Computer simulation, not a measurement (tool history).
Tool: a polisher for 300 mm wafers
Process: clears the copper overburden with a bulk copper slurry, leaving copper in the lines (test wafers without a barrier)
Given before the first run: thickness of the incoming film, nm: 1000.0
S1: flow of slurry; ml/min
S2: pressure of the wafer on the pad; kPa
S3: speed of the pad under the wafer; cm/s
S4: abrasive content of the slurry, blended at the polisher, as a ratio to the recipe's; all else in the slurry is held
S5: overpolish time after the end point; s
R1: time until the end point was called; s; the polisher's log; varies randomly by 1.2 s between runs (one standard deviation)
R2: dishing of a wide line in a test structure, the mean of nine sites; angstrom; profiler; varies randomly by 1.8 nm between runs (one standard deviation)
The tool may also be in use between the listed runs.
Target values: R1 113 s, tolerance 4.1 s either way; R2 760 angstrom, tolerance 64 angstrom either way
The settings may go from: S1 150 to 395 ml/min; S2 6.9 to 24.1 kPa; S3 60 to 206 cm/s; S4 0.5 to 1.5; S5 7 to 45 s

run	hour	S1	S2	S3	S4	S5	R1	R2
1	0	250	15.2	132	1	23	95.934	800.68
2	3.9	250	14.5	132	1	24	99.45	808.02
3	11.1	250	14.5	132	0.85	24	105.42	831.94
4	18.8	250	14.5	102	0.85	24	133.98	705.81
5	26.9	250	14.5	102	0.65	24	148.5	722.12
6	28.2	250	15.9	102	0.65	22	136.09	695.01
7	31.6	250	16.5	102	0.65	23	131.66	742.76
8	38.9	250	17.2	102	0.65	22	125.37	778.87
9	43.5	250	17.9	102	0.65	20	120.3	743.8

Next run, 5 choices. One meets every target within its allowed miss, the rest don't. Which?
A	48.1	175	15.9	144	0.7	13	?	?
B	48.1	275	14.5	124	0.8	15	?	?
C	48.1	215	22.8	98	0.65	18	?	?
D	48.1	245	16.5	120	0.65	22	?	?
E	48.1	200	17.9	126	0.65	15	?	?

move	R1	R2
A	99.436	608.74
B	112.5	608.39
C	100.98	748.45
D	111.48	749.53
E	101.09	662.38
A: takes the biggest miss from the last run beyond its target
B: puts the biggest miss on target and leaves a different result outside tolerance
C: takes the biggest miss from the last run beyond its target
D: in spec on every target
E: takes the biggest miss from the last run beyond its target
Correct choice: D, which meets every target
